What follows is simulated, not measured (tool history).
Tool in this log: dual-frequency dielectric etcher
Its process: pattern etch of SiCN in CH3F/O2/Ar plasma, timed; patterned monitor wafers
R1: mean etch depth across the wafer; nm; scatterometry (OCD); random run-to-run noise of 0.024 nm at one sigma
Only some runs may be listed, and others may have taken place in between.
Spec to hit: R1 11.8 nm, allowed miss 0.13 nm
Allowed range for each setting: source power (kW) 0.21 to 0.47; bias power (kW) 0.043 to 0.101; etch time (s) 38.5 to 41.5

Run 1, hour 0: source power (kW) 0.34, bias power (kW) 0.072, etch time (s) 41.5. Result: R1 15.544 nm.
Run 2, hour 4: source power (kW) 0.39, bias power (kW) 0.072, etch time (s) 41.5. Result: R1 16.723 nm.
Run 3, hour 5.5: source power (kW) 0.37, bias power (kW) 0.07, etch time (s) 41.5. Result: R1 15.987 nm.
Run 4, hour 13.7: source power (kW) 0.37, bias power (kW) 0.081, etch time (s) 41.5. Result: R1 17.214 nm.
Run 5, hour 16.5: source power (kW) 0.35, bias power (kW) 0.078, etch time (s) 41.5. Result: R1 16.388 nm.
Run 6, hour 22.5: source power (kW) 0.35, bias power (kW) 0.078, etch time (s) 41.5. Result: R1 16.414 nm.
Run 7, hour 26.1: source power (kW) 0.33, bias power (kW) 0.075, etch time (s) 41.5. Result: R1 15.538 nm.
Run 8, hour 28.4: source power (kW) 0.32, bias power (kW) 0.073, etch time (s) 41.5. Result: R1 15.073 nm.
Run 9, hour 29.2: source power (kW) 0.32, bias power (kW) 0.073, etch time (s) 41.5. Result: R1 15.165 nm.
Run 10, hour 36.8: source power (kW) 0.31, bias power (kW) 0.071, etch time (s) 41.5. Result: R1 14.646 nm.
Run 11, hour 44.2: source power (kW) 0.31, bias power (kW) 0.071, etch time (s) 41.5. Result: R1 14.684 nm.
Run 12, hour 48.2: source power (kW) 0.3, bias power (kW) 0.07, etch time (s) 41.5. Result: R1 14.236 nm.
At hour 54.8: bias power generator calibrated.
Run 13, hour 54.8: source power (kW) 0.29, bias power (kW) 0.069, etch time (s) 41.5. Result: R1 13.596 nm.
Run 14, hour 59.1: source power (kW) 0.23, bias power (kW) 0.068, etch time (s) 41.5. Result: R1 11.503 nm.
Run 15, hour 67.7: source power (kW) 0.23, bias power (kW) 0.068, etch time (s) 41.5. Result: R1 11.519 nm.

Next run, 4 choices. One meets every target within its allowed miss, the rest don't. Which?
Run A, hour 76.3: source power (kW) 0.25, bias power (kW) 0.069, etch time (s) 38.5. Result: R1 ?.
Run B, hour 76.3: source power (kW) 0.24, bias power (kW) 0.067, etch time (s) 39. Result: R1 ?.
Run C, hour 76.3: source power (kW) 0.23, bias power (kW) 0.071, etch time (s) 41.5. Result: R1 ?.
Run D, hour 76.3: source power (kW) 0.25, bias power (kW) 0.061, etch time (s) 40. Result: R1 ?.

move      R1
   A  11.403
   B  11.057
   C  11.745
   D  11.128
A: the biggest miss grows against the last run
B: the biggest miss grows against the last run
C: each result inside its tolerance
D: the biggest miss grows against the last run
Correct choice: C, which meets every target

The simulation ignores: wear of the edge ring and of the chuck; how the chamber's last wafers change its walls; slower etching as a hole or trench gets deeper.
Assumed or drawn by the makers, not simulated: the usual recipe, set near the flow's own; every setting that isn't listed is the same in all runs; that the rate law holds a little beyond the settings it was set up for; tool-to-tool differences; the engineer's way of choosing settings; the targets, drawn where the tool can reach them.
